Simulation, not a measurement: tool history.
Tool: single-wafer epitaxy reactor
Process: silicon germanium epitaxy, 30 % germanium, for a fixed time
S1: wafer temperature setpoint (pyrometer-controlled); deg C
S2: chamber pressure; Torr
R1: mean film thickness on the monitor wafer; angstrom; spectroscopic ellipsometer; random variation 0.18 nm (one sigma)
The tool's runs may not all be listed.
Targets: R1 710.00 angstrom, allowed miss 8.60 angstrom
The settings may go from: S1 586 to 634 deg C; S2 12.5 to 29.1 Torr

| run | hour | S1 | S2 | R1 |
|---|---|---|---|---|
| 1 | 0.0 | 610 | 20.8 | 661.76 |
| 2 | 1.1 | 610 | 18.7 | 635.44 |
| 3 | 3.7 | 599 | 18.7 | 532.51 |
| 4 | 10.4 | 609 | 18.7 | 623.99 |
| 5 | 14.9 | 603 | 18.7 | 568.16 |
| 6 | 23.5 | 605 | 18.7 | 584.93 |
| 7 | 26.0 | 607 | 18.7 | 603.53 |
| 8 | 32.2 | 618 | 18.8 | 721.61 |

5 next moves are on the table. One of them brings every result within its allowed miss. Which?
| A | 38.4 | 617 | 19.0 | ? |
| B | 38.4 | 621 | 18.0 | ? |
| C | 38.4 | 618 | 20.4 | ? |
| D | 38.4 | 622 | 16.5 | ? |
| E | 38.4 | 613 | 23.3 | ? |

| move | R1 |
|---|---|
| A | 709.61 |
| B | 738.08 |
| C | 742.18 |
| D | 722.91 |
| E | 725.34 |
A: meets every target
B: further off than the last run
C: further off than the last run
D: further off than the last run
E: further off than the last run
The right move is A.
